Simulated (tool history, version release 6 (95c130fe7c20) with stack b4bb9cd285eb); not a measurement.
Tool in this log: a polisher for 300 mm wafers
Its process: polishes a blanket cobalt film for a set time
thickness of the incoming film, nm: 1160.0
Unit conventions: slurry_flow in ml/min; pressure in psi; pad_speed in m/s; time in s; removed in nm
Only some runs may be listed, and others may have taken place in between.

Run 1, hour 0: slurry_flow 160 ml/min, pressure 1.7 psi, pad_speed 0.8 m/s, time 25 s. Result: removed 84.766 nm.
Run 2, hour 3.3: slurry_flow 160 ml/min, pressure 1.9 psi, pad_speed 0.8 m/s, time 25 s. Result: removed 94.812 nm.
Run 3, hour 11.6: slurry_flow 160 ml/min, pressure 1.9 psi, pad_speed 0.62 m/s, time 25 s. Result: removed 72.511 nm.
Run 4, hour 16.8: slurry_flow 160 ml/min, pressure 2 psi, pad_speed 0.66 m/s, time 25 s. Result: removed 80.908 nm.
Run 5, hour 18.2: slurry_flow 160 ml/min, pressure 2.1 psi, pad_speed 0.68 m/s, time 25 s. Result: removed 87.565 nm.
Run 6, hour 21.6: slurry_flow 160 ml/min, pressure 2.1 psi, pad_speed 0.68 m/s, time 22 s. Result: removed 78.076 nm.
Run 7, hour 30.5: slurry_flow 160 ml/min, pressure 2.2 psi, pad_speed 0.72 m/s, time 22 s. Result: removed 85.712 nm.
Run 8, hour 32.8: slurry_flow 160 ml/min, pressure 2.3 psi, pad_speed 0.76 m/s, time 22 s. Result: removed 96.096 nm.
Run 9, hour 33.9: slurry_flow 160 ml/min, pressure 2.4 psi, pad_speed 0.8 m/s, time 22 s. Result: removed 105.74 nm.

What does the tool deliver on the next run?
Run 10, hour 36.6: slurry_flow 160 ml/min, pressure 2.5 psi, pad_speed 0.82 m/s, time 22 s. Result: removed ?.

Run 10 measured removed 110 nm.

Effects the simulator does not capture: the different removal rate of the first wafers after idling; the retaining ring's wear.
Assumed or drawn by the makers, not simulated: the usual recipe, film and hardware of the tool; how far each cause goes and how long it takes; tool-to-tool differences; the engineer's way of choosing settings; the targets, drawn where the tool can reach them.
